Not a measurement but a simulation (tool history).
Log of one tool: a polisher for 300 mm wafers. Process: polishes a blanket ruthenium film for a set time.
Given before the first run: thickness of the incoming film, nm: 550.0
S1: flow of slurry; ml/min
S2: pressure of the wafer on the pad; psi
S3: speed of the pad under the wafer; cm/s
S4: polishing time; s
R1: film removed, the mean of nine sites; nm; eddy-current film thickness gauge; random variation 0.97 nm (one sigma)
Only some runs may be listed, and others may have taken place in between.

run,hour,S1,S2,S3,S4,R1
1,0,260,2.1,124,74,92.15
2,7.8,290,2.1,124,74,93.12
3,14.6,290,2.1,138,74,104.39
4,22.6,335,2.1,138,74,102.97
5,23.2,295,2.1,138,74,102.59
6,31.3,295,1.9,136,74,90.949
7,35.8,295,1.8,136,74,86.302
8,40.5,295,1.2,132,74,58.84

Run 9 comes next. What will it give?
9,42.6,295,1.3,132,74,?

{"run 9": {"R1": 61.576}}

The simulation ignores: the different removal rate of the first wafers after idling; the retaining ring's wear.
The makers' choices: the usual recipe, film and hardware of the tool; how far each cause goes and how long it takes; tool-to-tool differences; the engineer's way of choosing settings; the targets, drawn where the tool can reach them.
